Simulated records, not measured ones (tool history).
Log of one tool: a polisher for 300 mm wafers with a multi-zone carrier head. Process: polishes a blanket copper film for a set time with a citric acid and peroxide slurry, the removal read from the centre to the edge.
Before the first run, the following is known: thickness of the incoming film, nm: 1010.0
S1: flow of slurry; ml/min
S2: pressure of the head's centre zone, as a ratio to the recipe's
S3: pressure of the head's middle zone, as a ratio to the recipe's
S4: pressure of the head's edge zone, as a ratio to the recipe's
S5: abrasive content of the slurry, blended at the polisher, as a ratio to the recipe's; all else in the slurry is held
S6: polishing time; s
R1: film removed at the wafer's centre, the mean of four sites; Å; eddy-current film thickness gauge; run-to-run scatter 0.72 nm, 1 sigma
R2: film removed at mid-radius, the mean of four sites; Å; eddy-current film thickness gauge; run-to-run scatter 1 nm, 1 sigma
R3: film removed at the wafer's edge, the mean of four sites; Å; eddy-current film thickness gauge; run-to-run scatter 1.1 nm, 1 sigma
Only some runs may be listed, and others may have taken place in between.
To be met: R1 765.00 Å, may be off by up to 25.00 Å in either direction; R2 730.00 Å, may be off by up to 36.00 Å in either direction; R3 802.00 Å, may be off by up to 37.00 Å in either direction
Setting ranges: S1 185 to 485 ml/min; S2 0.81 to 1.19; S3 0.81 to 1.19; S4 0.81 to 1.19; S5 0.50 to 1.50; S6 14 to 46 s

{"run": 1, "hour": 0.0, "S1": 310, "S2": 1.0, "S3": 1.0, "S4": 1.0, "S5": 1.0, "S6": 30, "R1": 497.41, "R2": 473.16, "R3": 516.29}
{"run": 2, "hour": 6.8, "S1": 310, "S2": 1.0, "S3": 0.93, "S4": 1.0, "S5": 1.0, "S6": 30, "R1": 513.54, "R2": 452.95, "R3": 510.64}
{"run": 3, "hour": 15.3, "S1": 235, "S2": 1.0, "S3": 0.93, "S4": 1.0, "S5": 1.0, "S6": 30, "R1": 483.17, "R2": 439.61, "R3": 494.06}
{"run": 4, "hour": 21.7, "S1": 260, "S2": 1.03, "S3": 0.98, "S4": 1.04, "S5": 1.15, "S6": 32, "R1": 547.51, "R2": 500.0, "R3": 565.21}
{"run": 5, "hour": 25.2, "S1": 260, "S2": 1.03, "S3": 0.98, "S4": 1.04, "S5": 1.15, "S6": 29, "R1": 494.27, "R2": 469.12, "R3": 503.15}
{"run": 6, "hour": 30.1, "S1": 285, "S2": 1.05, "S3": 1.01, "S4": 1.07, "S5": 1.25, "S6": 32, "R1": 576.92, "R2": 537.02, "R3": 593.7}
{"run": 7, "hour": 34.5, "S1": 310, "S2": 1.07, "S3": 1.04, "S4": 1.1, "S5": 1.35, "S6": 33, "R1": 636.26, "R2": 594.18, "R3": 625.54}
{"run": 8, "hour": 38.0, "S1": 305, "S2": 1.06, "S3": 1.04, "S4": 1.12, "S5": 1.4, "S6": 35, "R1": 666.7, "R2": 615.18, "R3": 683.54}
{"run": 9, "hour": 45.0, "S1": 310, "S2": 1.06, "S3": 1.06, "S4": 1.13, "S5": 1.45, "S6": 36, "R1": 694.47, "R2": 666.02, "R3": 708.03}

Consider the 4 candidate settings below. Which is the only one whose results all fall within their allowed miss of target?
{"run": "A", "hour": 52.0, "S1": 215, "S2": 1.03, "S3": 1.02, "S4": 1.06, "S5": 1.5, "S6": 44, "R1": "?", "R2": "?", "R3": "?"}
{"run": "B", "hour": 52.0, "S1": 315, "S2": 1.15, "S3": 1.07, "S4": 1.05, "S5": 1.4, "S6": 32, "R1": "?", "R2": "?", "R3": "?"}
{"run": "C", "hour": 52.0, "S1": 300, "S2": 0.96, "S3": 0.9, "S4": 1.19, "S5": 1.45, "S6": 37, "R1": "?", "R2": "?", "R3": "?"}
{"run": "D", "hour": 52.0, "S1": 385, "S2": 1.04, "S3": 0.84, "S4": 1.19, "S5": 1.45, "S6": 39, "R1": "?", "R2": "?", "R3": "?"}

move=A R1=770.91 R2=734.89 R3=805.73
move=B R1=649.67 R2=589.45 R3=604.75
move=C R1=659.58 R2=590.13 R3=749.36
move=D R1=765.16 R2=608.78 R3=811.80
A: all results land within tolerance of their targets
B: the biggest miss grows against the last run
C: the biggest miss grows against the last run
D: meets the target for the result that was furthest off, but another lies outside its allowed miss
The move that meets every target is A.

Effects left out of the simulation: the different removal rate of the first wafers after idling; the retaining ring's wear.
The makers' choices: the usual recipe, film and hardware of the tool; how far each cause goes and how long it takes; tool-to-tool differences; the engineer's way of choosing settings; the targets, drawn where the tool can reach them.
